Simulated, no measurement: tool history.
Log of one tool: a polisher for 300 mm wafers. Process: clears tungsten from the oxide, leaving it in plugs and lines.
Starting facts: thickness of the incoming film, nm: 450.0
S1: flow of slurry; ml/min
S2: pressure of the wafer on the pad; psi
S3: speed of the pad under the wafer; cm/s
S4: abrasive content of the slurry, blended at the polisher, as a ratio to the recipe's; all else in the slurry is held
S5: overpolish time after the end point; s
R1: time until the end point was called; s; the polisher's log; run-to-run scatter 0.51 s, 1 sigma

Run 1, hour 0.0: S1 305 ml/min, S2 4.5 psi, S3 106 cm/s, S4 1.00, S5 11 s. Result: R1 83.127 s.
Run 2, hour 6.9: S1 305 ml/min, S2 4.5 psi, S3 88 cm/s, S4 1.00, S5 11 s. Result: R1 98.185 s.
Run 3, hour 13.7: S1 235 ml/min, S2 4.5 psi, S3 88 cm/s, S4 1.00, S5 11 s. Result: R1 100.100 s.
Run 4, hour 15.6: S1 290 ml/min, S2 4.5 psi, S3 88 cm/s, S4 1.00, S5 11 s. Result: R1 99.702 s.
Run 5, hour 24.4: S1 290 ml/min, S2 5.0 psi, S3 94 cm/s, S4 1.00, S5 11 s. Result: R1 84.835 s.
Run 6, hour 26.9: S1 290 ml/min, S2 5.0 psi, S3 94 cm/s, S4 0.85, S5 11 s. Result: R1 88.625 s.

For run 7, what comes out?
Run 7, hour 33.6: S1 290 ml/min, S2 5.4 psi, S3 100 cm/s, S4 0.85, S5 11 s. Result: R1 ?.

Run 7 came out at R1 77.529 s.
